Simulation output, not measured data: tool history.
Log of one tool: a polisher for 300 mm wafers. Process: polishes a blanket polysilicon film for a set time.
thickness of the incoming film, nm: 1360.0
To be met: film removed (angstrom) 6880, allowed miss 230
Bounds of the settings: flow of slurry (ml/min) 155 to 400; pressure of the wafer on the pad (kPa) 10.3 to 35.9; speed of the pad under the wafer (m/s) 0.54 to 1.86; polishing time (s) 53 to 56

run	hour	flow of slurry (ml/min)	pressure of the wafer on the pad (kPa)	speed of the pad under the wafer (m/s)	polishing time (s)	film removed (angstrom)
1	0	255	22.8	1.18	53	4999.8
2	9	255	24.8	1.18	53	5464.9
3	12.7	320	24.8	1.18	53	5599.3
4	19.9	295	24.8	1.18	53	5550.4
5	25.3	255	24.8	1.18	53	5523.3
6	29.9	255	26.2	1.18	53	5798
7	34.8	255	26.2	1.18	53	5771.1
8	41.5	255	27.6	1.18	53	6144.1
9	45	255	28.3	1.18	53	6249.8
10	46.3	255	29	1.18	53	6338.6
11	52	255	29.6	1.18	53	6453.1

Which of these 5 next moves meets every target?
A	57.7	280	24.8	1.68	53	?
B	57.7	280	27.6	1.08	56	?
C	57.7	290	29	1.14	53	?
D	57.7	210	35.2	0.94	54	?
E	57.7	250	30.3	1.16	55	?

move	film removed (angstrom)
A	7673.1
B	5980.4
C	6253.2
D	6275.4
E	6806.2
A: takes the result that was furthest off past its target
B: further off than the last run
C: further off than the last run
D: further off than the last run
E: meets every target
Move E is the one to make.
